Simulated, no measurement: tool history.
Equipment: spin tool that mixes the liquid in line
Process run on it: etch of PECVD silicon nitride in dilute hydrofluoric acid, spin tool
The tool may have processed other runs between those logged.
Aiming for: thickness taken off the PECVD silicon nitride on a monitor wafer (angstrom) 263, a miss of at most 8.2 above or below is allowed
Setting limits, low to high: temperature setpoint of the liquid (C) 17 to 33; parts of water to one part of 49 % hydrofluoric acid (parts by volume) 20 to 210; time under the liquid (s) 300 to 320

| run | hour | temperature setpoint of the liquid (C) | parts of water to one part of 49 % hydrofluoric acid (parts by volume) | time under the liquid (s) | thickness taken off the PECVD silicon nitride on a monitor wafer (angstrom) |
|---|---|---|---|---|---|
| 1 | 0 | 25 | 115 | 300 | 86.987 |
| 2 | 8.8 | 25 | 115 | 320 | 92.506 |
| 3 | 15.7 | 26.5 | 105 | 320 | 110.23 |
| 4 | 19.3 | 30 | 105 | 320 | 137.77 |
| 5 | 21.3 | 32 | 105 | 320 | 157.22 |
| 6 | 27 | 32 | 95 | 320 | 173.62 |
|  | 32.7 | hydrofluoric acid flow meter replaced |
| 7 | 32.7 | 32 | 90 | 320 | 190.76 |
| 8 | 41.2 | 32 | 85 | 320 | 204.67 |
| 9 | 47.4 | 32 | 80 | 320 | 220.2 |
| 10 | 53 | 32.5 | 75 | 320 | 235.24 |

Next run, 4 choices. One meets every target within its allowed miss, the rest don't. Which?
| A | 58.6 | 33 | 70 | 320 | ? |
| B | 58.6 | 33 | 75 | 320 | ? |
| C | 58.6 | 32.5 | 80 | 300 | ? |
| D | 58.6 | 33 | 65 | 320 | ? |

| move | thickness taken off the PECVD silicon nitride on a monitor wafer (angstrom) |
|---|---|
| A | 265.64 |
| B | 247.82 |
| C | 211.05 |
| D | 286.16 |
A: each result inside its tolerance
B: gains on the last run, yet a result remains outside its allowed miss
C: further off than the last run
D: takes the biggest miss from the last run beyond its target
Answer: A
